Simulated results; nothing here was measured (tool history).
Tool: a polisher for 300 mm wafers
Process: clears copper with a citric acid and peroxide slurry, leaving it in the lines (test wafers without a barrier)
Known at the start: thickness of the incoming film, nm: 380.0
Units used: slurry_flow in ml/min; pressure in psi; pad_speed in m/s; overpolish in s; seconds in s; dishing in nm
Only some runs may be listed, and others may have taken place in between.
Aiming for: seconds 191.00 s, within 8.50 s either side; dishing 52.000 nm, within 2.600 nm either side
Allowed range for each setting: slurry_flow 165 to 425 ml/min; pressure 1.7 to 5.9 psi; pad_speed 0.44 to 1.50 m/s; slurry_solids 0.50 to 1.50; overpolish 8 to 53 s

{"run": 1, "hour": 0.0, "slurry_flow": 275, "pressure": 3.8, "pad_speed": 0.96, "slurry_solids": 1.0, "overpolish": 27, "seconds": 146.34, "dishing": 46.395}
{"run": 2, "hour": 5.4, "slurry_flow": 275, "pressure": 4.2, "pad_speed": 0.96, "slurry_solids": 1.0, "overpolish": 27, "seconds": 134.48, "dishing": 51.642}
{"run": 3, "hour": 10.2, "slurry_flow": 275, "pressure": 4.0, "pad_speed": 0.96, "slurry_solids": 1.0, "overpolish": 29, "seconds": 141.69, "dishing": 53.381}
{"run": 4, "hour": 18.9, "slurry_flow": 275, "pressure": 3.9, "pad_speed": 0.96, "slurry_solids": 1.0, "overpolish": 30, "seconds": 144.99, "dishing": 53.801}
{"run": 5, "hour": 25.5, "slurry_flow": 230, "pressure": 3.9, "pad_speed": 0.96, "slurry_solids": 1.0, "overpolish": 30, "seconds": 148.47, "dishing": 54.167}
{"run": 6, "hour": 31.1, "slurry_flow": 230, "pressure": 3.9, "pad_speed": 0.96, "slurry_solids": 1.1, "overpolish": 30, "seconds": 140.73, "dishing": 52.493}
{"run": 7, "hour": 34.8, "slurry_flow": 230, "pressure": 3.8, "pad_speed": 0.96, "slurry_solids": 1.05, "overpolish": 31, "seconds": 148.23, "dishing": 52.12}
{"run": 8, "hour": 42.8, "slurry_flow": 225, "pressure": 3.7, "pad_speed": 0.96, "slurry_solids": 1.0, "overpolish": 32, "seconds": 154.29, "dishing": 52.507}

Consider the 4 candidate settings below. Which is the only one whose results all fall within their allowed miss of target?
{"run": "A", "hour": 50.8, "slurry_flow": 250, "pressure": 3.6, "pad_speed": 0.74, "slurry_solids": 0.95, "overpolish": 38, "seconds": "?", "dishing": "?"}
{"run": "B", "hour": 50.8, "slurry_flow": 220, "pressure": 3.5, "pad_speed": 0.86, "slurry_solids": 1.05, "overpolish": 33, "seconds": "?", "dishing": "?"}
{"run": "C", "hour": 50.8, "slurry_flow": 245, "pressure": 2.8, "pad_speed": 0.84, "slurry_solids": 1.15, "overpolish": 44, "seconds": "?", "dishing": "?"}
{"run": "D", "hour": 50.8, "slurry_flow": 240, "pressure": 3.5, "pad_speed": 1.12, "slurry_solids": 1.25, "overpolish": 28, "seconds": "?", "dishing": "?"}

move=A seconds=188.12 dishing=50.792
move=B seconds=173.05 dishing=48.395
move=C seconds=211.94 dishing=51.239
move=D seconds=136.21 dishing=51.377
A: hits every target within its allowed miss
B: moves toward the targets from the last run without getting all of them in spec
C: pushes the last run's worst result past its target
D: misses by more than the last run did
So the answer is move A, the one that meets all the targets.
